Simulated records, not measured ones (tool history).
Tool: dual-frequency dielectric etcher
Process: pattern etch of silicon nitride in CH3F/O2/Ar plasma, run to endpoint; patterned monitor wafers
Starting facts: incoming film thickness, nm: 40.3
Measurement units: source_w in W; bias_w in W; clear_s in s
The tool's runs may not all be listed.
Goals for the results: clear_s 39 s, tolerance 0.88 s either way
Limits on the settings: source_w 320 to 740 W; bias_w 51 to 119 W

{"run": 1, "hour": 0.0, "source_w": 530, "bias_w": 85, "clear_s": 47.59}
{"run": 2, "hour": 2.6, "source_w": 560, "bias_w": 88, "clear_s": 45.968}
{"run": 3, "hour": 10.5, "source_w": 560, "bias_w": 81, "clear_s": 46.972}
{"run": 4, "hour": 16.6, "source_w": 590, "bias_w": 83, "clear_s": 45.927}
{"run": 5, "hour": 18.6, "source_w": 610, "bias_w": 86, "clear_s": 43.928}
{"run": 6, "hour": 24.5, "source_w": 630, "bias_w": 87, "clear_s": 43.636}
{"run": 7, "hour": 25.9, "source_w": 650, "bias_w": 88, "clear_s": 42.683}
{"run": 8, "hour": 27.2, "source_w": 660, "bias_w": 89, "clear_s": 42.072}
{"run": 9, "hour": 27.7, "source_w": 670, "bias_w": 90, "clear_s": 41.935}
{"run": 10, "hour": 32.1, "source_w": 680, "bias_w": 91, "clear_s": 41.864}
{"run": 11, "hour": 39.4, "source_w": 690, "bias_w": 93, "clear_s": 40.871}
{"run": 12, "hour": 47.9, "source_w": 700, "bias_w": 94, "clear_s": 40.487}
{"run": 13, "hour": 55.1, "source_w": 710, "bias_w": 95, "clear_s": 40.399}
{"run": 14, "hour": 62.9, "source_w": 710, "bias_w": 96, "clear_s": 39.454}

Next run, 4 choices. One meets every target within its allowed miss, the rest don't. Which?
{"run": "A", "hour": 70.7, "source_w": 730, "bias_w": 101, "clear_s": "?"}
{"run": "B", "hour": 70.7, "source_w": 720, "bias_w": 85, "clear_s": "?"}
{"run": "C", "hour": 70.7, "source_w": 690, "bias_w": 96, "clear_s": "?"}
{"run": "D", "hour": 70.7, "source_w": 730, "bias_w": 85, "clear_s": "?"}

move=A clear_s=38.749
move=B clear_s=40.9
move=C clear_s=40.367
move=D clear_s=40.633
A: each result inside its tolerance
B: lands further from the targets than the last run did
C: lands further from the targets than the last run did
D: lands further from the targets than the last run did
Go with A: it meets all targets.
